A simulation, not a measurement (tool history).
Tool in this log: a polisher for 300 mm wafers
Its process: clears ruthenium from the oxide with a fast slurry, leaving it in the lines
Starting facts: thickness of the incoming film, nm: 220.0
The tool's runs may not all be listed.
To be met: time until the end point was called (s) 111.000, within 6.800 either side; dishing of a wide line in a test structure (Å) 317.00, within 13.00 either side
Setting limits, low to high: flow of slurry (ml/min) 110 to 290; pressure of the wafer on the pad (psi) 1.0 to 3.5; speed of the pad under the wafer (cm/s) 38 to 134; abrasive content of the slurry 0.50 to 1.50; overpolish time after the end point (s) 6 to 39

run	hour	flow of slurry (ml/min)	pressure of the wafer on the pad (psi)	speed of the pad under the wafer (cm/s)	abrasive content of the slurry	overpolish time after the end point (s)	time until the end point was called (s)	dishing of a wide line in a test structure (Å)
1	0.0	185	2.2	86	1.00	20	77.956	363.84
2	8.4	185	2.2	86	1.00	24	77.252	411.84
3	10.9	185	2.1	86	1.00	24	80.146	408.79
4	16.2	185	2.0	86	1.00	24	87.666	389.98
5	24.5	185	1.8	84	1.00	23	98.239	349.07
6	30.4	185	2.1	84	1.00	23	85.209	386.41
7	34.8	185	1.8	84	1.00	23	99.023	354.88
8	36.5	185	1.7	84	1.00	22	102.190	323.57

4 candidate next runs follow, results not yet known. Just one meets every target within its allowed miss. Identify it.
A	38.2	185	1.8	90	0.90	18	?	?
B	38.2	170	1.4	90	1.10	23	?	?
C	38.2	175	1.6	78	1.15	20	?	?
D	38.2	160	1.4	90	0.80	27	?	?

move	time until the end point was called (s)	dishing of a wide line in a test structure (Å)
A	93.973	300.46
B	108.800	324.93
C	107.690	293.06
D	124.670	331.13
A: misses by more than the last run did
B: each result inside its tolerance
C: puts the biggest miss on target and leaves a different result outside tolerance
D: takes the result that was furthest off past its target
Answer: B

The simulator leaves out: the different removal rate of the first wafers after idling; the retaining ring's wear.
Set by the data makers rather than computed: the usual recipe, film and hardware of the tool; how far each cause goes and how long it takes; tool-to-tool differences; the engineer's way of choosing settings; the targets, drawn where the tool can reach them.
